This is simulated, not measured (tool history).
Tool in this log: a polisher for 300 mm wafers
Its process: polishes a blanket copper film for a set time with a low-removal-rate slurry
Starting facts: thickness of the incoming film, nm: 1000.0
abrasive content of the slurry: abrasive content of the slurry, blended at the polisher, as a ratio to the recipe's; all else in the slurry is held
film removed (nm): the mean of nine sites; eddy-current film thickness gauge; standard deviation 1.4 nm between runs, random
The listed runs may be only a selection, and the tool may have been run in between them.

| run | hour | flow of slurry (ml/min) | pressure of the wafer on the pad (kPa) | speed of the pad under the wafer (cm/s) | abrasive content of the slurry | polishing time (s) | film removed (nm) |
|---|---|---|---|---|---|---|---|
| 1 | 0.0 | 300 | 11.7 | 142 | 1.0 | 109 | 320.28 |
| 2 | 3.1 | 330 | 11.7 | 142 | 1.0 | 109 | 322.65 |
| 3 | 10.1 | 330 | 11.7 | 156 | 1.0 | 109 | 352.59 |
| 4 | 14.0 | 260 | 11.7 | 156 | 1.0 | 109 | 348.65 |
| 5 | 15.5 | 260 | 9.7 | 156 | 1.0 | 109 | 286.93 |
| 6 | 22.5 | 260 | 9.0 | 150 | 1.0 | 109 | 258.58 |

What will run 7 give?
| 7 | 25.5 | 260 | 8.3 | 146 | 1.0 | 109 | ? |

{"run 7": {"film removed (nm)": 233.02}}
